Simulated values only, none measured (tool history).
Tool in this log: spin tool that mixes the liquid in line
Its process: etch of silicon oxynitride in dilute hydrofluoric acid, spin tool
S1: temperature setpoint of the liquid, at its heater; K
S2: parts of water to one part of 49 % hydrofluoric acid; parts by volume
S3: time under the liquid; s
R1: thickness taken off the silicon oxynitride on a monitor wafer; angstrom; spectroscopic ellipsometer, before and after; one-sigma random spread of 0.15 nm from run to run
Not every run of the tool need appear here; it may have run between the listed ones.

run  hour      S1  S2   S3      R1
  1     0  294.15  65  310  70.614
  2     5  295.15  60  310  80.842
  3  13.6  296.15  60  310  84.384
  4  20.4  296.15  60  310  84.158
  5    24  296.65  55  310  94.185
  6    28  297.15  55  310  98.053
  7  35.3  297.65  55  310  98.312
  8  36.5  298.15  55  310  100.59
  9  40.3  298.65  55  310  103.58
 10  41.8  299.15  55  310  105.88
 11  42.4  299.65  55  310  109.51

For run 12, what comes out?
 12  48.3  300.15  55  310   ?

R1: 111.38 angstrom

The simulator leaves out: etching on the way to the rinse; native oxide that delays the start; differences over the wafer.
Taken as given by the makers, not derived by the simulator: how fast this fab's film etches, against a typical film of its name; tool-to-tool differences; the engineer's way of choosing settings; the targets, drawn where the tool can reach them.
